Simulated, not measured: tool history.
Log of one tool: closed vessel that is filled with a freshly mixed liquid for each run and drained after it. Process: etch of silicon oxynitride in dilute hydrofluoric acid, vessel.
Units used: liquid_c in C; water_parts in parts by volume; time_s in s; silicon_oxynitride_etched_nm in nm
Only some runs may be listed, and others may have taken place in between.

| run | hour | liquid_c | water_parts | time_s | silicon_oxynitride_etched_nm |
|---|---|---|---|---|---|
| 1 | 0.0 | 24.0 | 100 | 1995 | 41.646 |
| 2 | 1.4 | 24.0 | 110 | 1995 | 37.897 |
| 3 | 4.9 | 24.0 | 110 | 2140 | 40.159 |
| 4 | 8.5 | 26.0 | 105 | 2140 | 46.269 |
| 5 | 14.8 | 27.5 | 95 | 2140 | 55.503 |
|  | 20.2 | hydrofluoric acid flow meter replaced |
| 6 | 20.2 | 27.5 | 110 | 2140 | 53.046 |

Expected results for the next run?
| 7 | 23.9 | 28.5 | 105 | 2140 | ? |

{"run 7": {"silicon_oxynitride_etched_nm": 58.34}}

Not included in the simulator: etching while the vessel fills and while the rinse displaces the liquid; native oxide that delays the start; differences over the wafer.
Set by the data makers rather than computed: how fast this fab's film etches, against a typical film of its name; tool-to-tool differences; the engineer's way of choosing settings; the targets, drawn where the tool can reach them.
